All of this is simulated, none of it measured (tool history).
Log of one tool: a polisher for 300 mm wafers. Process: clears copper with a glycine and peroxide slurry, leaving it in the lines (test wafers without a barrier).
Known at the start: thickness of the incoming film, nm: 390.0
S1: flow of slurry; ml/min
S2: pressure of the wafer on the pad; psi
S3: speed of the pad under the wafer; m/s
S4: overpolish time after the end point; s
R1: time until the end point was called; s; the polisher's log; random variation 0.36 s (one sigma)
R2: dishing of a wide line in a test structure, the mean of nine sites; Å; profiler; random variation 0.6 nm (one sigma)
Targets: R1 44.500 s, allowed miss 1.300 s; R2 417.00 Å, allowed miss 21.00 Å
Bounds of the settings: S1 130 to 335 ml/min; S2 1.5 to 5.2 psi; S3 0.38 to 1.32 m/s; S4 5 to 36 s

Run 1, hour 0.0: S1 215 ml/min, S2 3.3 psi, S3 0.84 m/s, S4 18 s. Result: R1 67.287 s, R2 500.67 Å.
Run 2, hour 8.5: S1 220 ml/min, S2 3.7 psi, S3 0.84 m/s, S4 15 s. Result: R1 62.384 s, R2 477.16 Å.
Run 3, hour 13.3: S1 220 ml/min, S2 3.7 psi, S3 0.74 m/s, S4 15 s. Result: R1 67.306 s, R2 453.76 Å.
Run 4, hour 14.8: S1 220 ml/min, S2 3.0 psi, S3 0.74 m/s, S4 15 s. Result: R1 78.297 s, R2 401.42 Å.
Run 5, hour 19.4: S1 235 ml/min, S2 3.5 psi, S3 0.76 m/s, S4 13 s. Result: R1 68.447 s, R2 400.64 Å.
Run 6, hour 20.3: S1 235 ml/min, S2 3.1 psi, S3 0.76 m/s, S4 13 s. Result: R1 73.758 s, R2 386.40 Å.
Run 7, hour 22.6: S1 250 ml/min, S2 3.6 psi, S3 0.76 m/s, S4 11 s. Result: R1 67.017 s, R2 354.99 Å.
Run 8, hour 24.0: S1 260 ml/min, S2 4.0 psi, S3 0.78 m/s, S4 11 s. Result: R1 60.277 s, R2 384.68 Å.
Run 9, hour 32.2: S1 265 ml/min, S2 5.0 psi, S3 0.82 m/s, S4 6 s. Result: R1 49.919 s, R2 292.90 Å.
Run 10, hour 38.6: S1 265 ml/min, S2 5.0 psi, S3 0.84 m/s, S4 8 s. Result: R1 49.204 s, R2 360.81 Å.
Run 11, hour 43.3: S1 265 ml/min, S2 5.0 psi, S3 0.86 m/s, S4 8 s. Result: R1 48.325 s, R2 370.81 Å.
Run 12, hour 45.4: S1 270 ml/min, S2 5.0 psi, S3 0.88 m/s, S4 8 s. Result: R1 47.625 s, R2 384.75 Å.
Run 13, hour 53.3: S1 275 ml/min, S2 5.0 psi, S3 0.88 m/s, S4 8 s. Result: R1 46.965 s, R2 374.17 Å.
Run 14, hour 60.7: S1 280 ml/min, S2 5.0 psi, S3 0.88 m/s, S4 8 s. Result: R1 46.747 s, R2 379.88 Å.
Run 15, hour 64.3: S1 285 ml/min, S2 5.0 psi, S3 0.88 m/s, S4 8 s. Result: R1 47.312 s, R2 377.45 Å.
Run 16, hour 71.8: S1 285 ml/min, S2 5.2 psi, S3 0.90 m/s, S4 10 s. Result: R1 44.447 s, R2 457.29 Å.
Run 17, hour 78.6: S1 280 ml/min, S2 5.2 psi, S3 0.90 m/s, S4 10 s. Result: R1 44.020 s, R2 456.30 Å.
Run 18, hour 83.2: S1 275 ml/min, S2 5.2 psi, S3 0.90 m/s, S4 10 s. Result: R1 44.677 s, R2 453.26 Å.

4 next moves are on the table. One of them brings every result within its allowed miss. Which?
Run A, hour 87.8: S1 240 ml/min, S2 5.2 psi, S3 0.92 m/s, S4 9 s. Result: R1 ?, R2 ?.
Run B, hour 87.8: S1 335 ml/min, S2 5.2 psi, S3 0.88 m/s, S4 11 s. Result: R1 ?, R2 ?.
Run C, hour 87.8: S1 270 ml/min, S2 4.8 psi, S3 0.90 m/s, S4 8 s. Result: R1 ?, R2 ?.
Run D, hour 87.8: S1 290 ml/min, S2 5.2 psi, S3 0.90 m/s, S4 7 s. Result: R1 ?, R2 ?.

move      R1      R2
   A  44.668  426.82
   B  44.709  486.45
   C  47.731  374.77
   D  44.531  357.99
A: meets every target
B: further off than the last run
C: takes the result that was furthest off past its target
D: takes the result that was furthest off past its target
Answer: A

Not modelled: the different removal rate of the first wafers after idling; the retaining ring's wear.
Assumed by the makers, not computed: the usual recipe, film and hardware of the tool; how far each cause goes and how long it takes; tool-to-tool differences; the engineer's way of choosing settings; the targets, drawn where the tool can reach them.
